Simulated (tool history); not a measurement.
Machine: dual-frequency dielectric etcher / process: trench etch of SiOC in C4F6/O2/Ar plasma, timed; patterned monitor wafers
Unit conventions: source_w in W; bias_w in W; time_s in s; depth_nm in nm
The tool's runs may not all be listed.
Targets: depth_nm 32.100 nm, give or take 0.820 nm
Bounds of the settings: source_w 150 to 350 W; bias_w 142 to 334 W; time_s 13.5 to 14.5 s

run  hour  source_w  bias_w  time_s  depth_nm
  1   0.0       250     238    14.5    27.939
  2   1.4       260     243    14.5    28.505
  3   8.1       270     248    14.5    29.351
  4  13.4       280     251    14.5    29.734
  5  18.4       280     219    14.5    28.521
  6  26.3       290     224    14.5    29.178
  7  29.1       300     227    14.5    29.696
  8  33.5       300     227    14.5    29.922
  9  34.1       310     229    14.5    30.183
 10  35.1       320     232    14.5    30.801

Of the 5 settings listed for the next run, only one would bring every result within its allowed miss of target. Which one?
  A  36.1       350     257    14.0         ?
  B  36.1       330     229    14.0         ?
  C  36.1       350     194    14.5         ?
  D  36.1       350     205    14.0         ?
  E  36.1       290     287    13.5         ?

move  depth_nm
   A    31.797
   B    29.965
   C    30.298
   D    29.720
   E    29.378
A: meets every target
B: moves away from the targets compared with the last run
C: moves away from the targets compared with the last run
D: moves away from the targets compared with the last run
E: moves away from the targets compared with the last run
Correct choice: A, which meets every target
